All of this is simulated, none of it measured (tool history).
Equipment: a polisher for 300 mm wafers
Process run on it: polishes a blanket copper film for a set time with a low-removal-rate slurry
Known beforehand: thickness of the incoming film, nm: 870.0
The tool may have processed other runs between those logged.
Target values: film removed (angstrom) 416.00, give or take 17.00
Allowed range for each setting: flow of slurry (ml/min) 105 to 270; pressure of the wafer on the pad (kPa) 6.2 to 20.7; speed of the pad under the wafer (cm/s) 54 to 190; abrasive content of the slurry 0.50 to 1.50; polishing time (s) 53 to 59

run	day	flow of slurry (ml/min)	pressure of the wafer on the pad (kPa)	speed of the pad under the wafer (cm/s)	abrasive content of the slurry	polishing time (s)	film removed (angstrom)
1	0.000	175	13.1	122	1.00	59	1176.10
2	0.333	205	13.1	122	1.00	59	1211.20
3	0.371	205	13.1	122	1.20	59	1228.20
4	0.517	205	11.7	112	1.20	59	1038.30
5	0.838	205	11.7	112	1.20	59	1029.30
6	1.154	205	11.0	102	1.20	59	871.07
7	1.183	195	6.9	68	1.15	58	379.39
8	1.271	200	6.9	68	1.15	58	369.16
9	1.446	200	6.9	68	1.15	58	375.07

Which of these 5 next moves meets every target?
A	1.621	225	7.6	82	1.15	53	?
B	1.621	195	8.3	70	1.10	58	?
C	1.621	230	6.2	76	1.45	53	?
D	1.621	265	6.9	86	0.80	53	?
E	1.621	185	7.6	78	1.25	56	?

move	film removed (angstrom)
A	458.25
B	455.67
C	370.42
D	416.87
E	456.77
A: moves the result that the last run missed by most past its target, out the other side
B: moves the result that the last run missed by most past its target, out the other side
C: further off than the last run
D: hits every target within its allowed miss
E: moves the result that the last run missed by most past its target, out the other side
The right move is D.

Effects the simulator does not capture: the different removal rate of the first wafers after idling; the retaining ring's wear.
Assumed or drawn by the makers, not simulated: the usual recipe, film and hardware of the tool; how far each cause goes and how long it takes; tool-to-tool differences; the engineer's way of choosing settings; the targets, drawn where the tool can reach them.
